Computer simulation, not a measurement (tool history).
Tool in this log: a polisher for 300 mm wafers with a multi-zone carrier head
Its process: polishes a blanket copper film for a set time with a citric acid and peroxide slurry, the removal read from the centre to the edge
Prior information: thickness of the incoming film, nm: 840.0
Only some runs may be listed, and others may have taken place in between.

run,hour,flow of slurry (ml/min),pressure of the head's centre zone,pressure of the head's middle zone,pressure of the head's edge zone,abrasive content of the slurry,polishing time (s),film removed at the wafer's centre (Å),film removed at mid-radius (Å),film removed at the wafer's edge (Å)
1,0,280,1,1,1,1,33,505.75,530.85,504.56
2,4.2,280,1,1,1,0.9,33,506.95,508.46,494.25
3,5.9,280,1.08,1,1,0.9,33,539.18,509.32,493.22
4,12.7,280,1.08,0.92,1,0.9,33,535.43,477.46,499.14
5,17.4,285,1.08,0.94,1.01,0.95,33,550.01,497.82,496.49
6,18,285,1.08,0.94,0.98,0.95,33,558.93,494.06,498.01
7,24,285,1.08,0.95,0.99,1,34,567.27,519.63,521.95
8,28.3,285,1.08,0.95,0.99,1,34,576.23,516.27,512.16

What will run 9 give?
9,30.2,285,1.07,0.96,1,1.05,35,?,?,?

film removed at the wafer's centre (Å): 587.3
film removed at mid-radius (Å): 540.39
film removed at the wafer's edge (Å): 561.91
